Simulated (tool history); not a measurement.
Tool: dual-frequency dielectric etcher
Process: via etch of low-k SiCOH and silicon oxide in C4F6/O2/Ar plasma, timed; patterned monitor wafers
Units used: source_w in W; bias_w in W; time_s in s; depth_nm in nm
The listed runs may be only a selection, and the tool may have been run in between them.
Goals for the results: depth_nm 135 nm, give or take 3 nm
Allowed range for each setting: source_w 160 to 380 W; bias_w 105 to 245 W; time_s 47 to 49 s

Run 1, day 0: source_w 270 W, bias_w 175 W, time_s 47 s. Result: depth_nm 102.48 nm.
Run 2, day 0.375: source_w 240 W, bias_w 175 W, time_s 47 s. Result: depth_nm 97.278 nm.
Run 3, day 0.633: source_w 260 W, bias_w 185 W, time_s 47 s. Result: depth_nm 103.97 nm.
Run 4, day 0.871: source_w 260 W, bias_w 204 W, time_s 47 s. Result: depth_nm 109.76 nm.
Run 5, day 1.175: source_w 310 W, bias_w 204 W, time_s 47 s. Result: depth_nm 118.12 nm.
Run 6, day 1.292: source_w 350 W, bias_w 204 W, time_s 47 s. Result: depth_nm 125.17 nm.
Run 7, day 1.575: source_w 350 W, bias_w 206 W, time_s 47 s. Result: depth_nm 126.49 nm.
Run 8, day 1.696: source_w 350 W, bias_w 208 W, time_s 47 s. Result: depth_nm 126.78 nm.
Run 9, day 1.921: source_w 350 W, bias_w 210 W, time_s 47 s. Result: depth_nm 127.59 nm.
Run 10, day 2.275: source_w 350 W, bias_w 211 W, time_s 47 s. Result: depth_nm 127.07 nm.

Pick the move, out of 4, that brings all results within their allowed miss; only one does.
Run A, day 2.629: source_w 380 W, bias_w 194 W, time_s 47 s. Result: depth_nm ?.
Run B, day 2.629: source_w 380 W, bias_w 198 W, time_s 47 s. Result: depth_nm ?.
Run C, day 2.629: source_w 380 W, bias_w 195 W, time_s 47.5 s. Result: depth_nm ?.
Run D, day 2.629: source_w 380 W, bias_w 208 W, time_s 48 s. Result: depth_nm ?.

move  depth_nm
   A    127.17
   B     128.4
   C    128.84
   D    134.21
A: as far off as the last run
B: moves toward the targets from the last run without getting all of them in spec
C: moves toward the targets from the last run without getting all of them in spec
D: all results in spec
Go with D: it meets all targets.

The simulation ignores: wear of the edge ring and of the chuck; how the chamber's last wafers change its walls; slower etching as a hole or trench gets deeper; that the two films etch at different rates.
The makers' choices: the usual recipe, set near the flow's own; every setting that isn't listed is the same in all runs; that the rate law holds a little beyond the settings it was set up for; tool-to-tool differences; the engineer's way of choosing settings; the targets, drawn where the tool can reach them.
